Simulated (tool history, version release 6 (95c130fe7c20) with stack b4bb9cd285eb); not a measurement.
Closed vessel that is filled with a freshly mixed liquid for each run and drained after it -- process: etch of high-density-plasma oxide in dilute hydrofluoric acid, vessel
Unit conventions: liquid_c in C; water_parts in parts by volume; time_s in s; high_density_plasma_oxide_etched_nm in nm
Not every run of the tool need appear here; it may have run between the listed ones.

run  hour  liquid_c  water_parts  time_s  high_density_plasma_oxide_etched_nm
  1     0        25          235     850                               15.812
  2     5        25          295     850                               11.989
  3  12.7        26          285     850                               12.816
  4  19.5      22.5          285     850                                11.41
  5  26.3        24          275     850                               12.469
  6  33.7        24          340     850                               9.5684
  7  39.1        25          320     850                               10.654
  8    47        26          305     850                               11.727
  9  48.7        30          210     850                               21.759
 10  56.2      30.5          210     850                               21.883
 11  64.8        31          210     850                               22.217
 12  73.4        31          210     850                               22.372
 13    81        32          210     850                               23.238
 14  85.5      32.5          210     850                               23.615

Run 15 is up next; what results do you expect?
 15  93.9      32.5          210     850                                    ?

Run 15 gave high_density_plasma_oxide_etched_nm 23.641 nm.

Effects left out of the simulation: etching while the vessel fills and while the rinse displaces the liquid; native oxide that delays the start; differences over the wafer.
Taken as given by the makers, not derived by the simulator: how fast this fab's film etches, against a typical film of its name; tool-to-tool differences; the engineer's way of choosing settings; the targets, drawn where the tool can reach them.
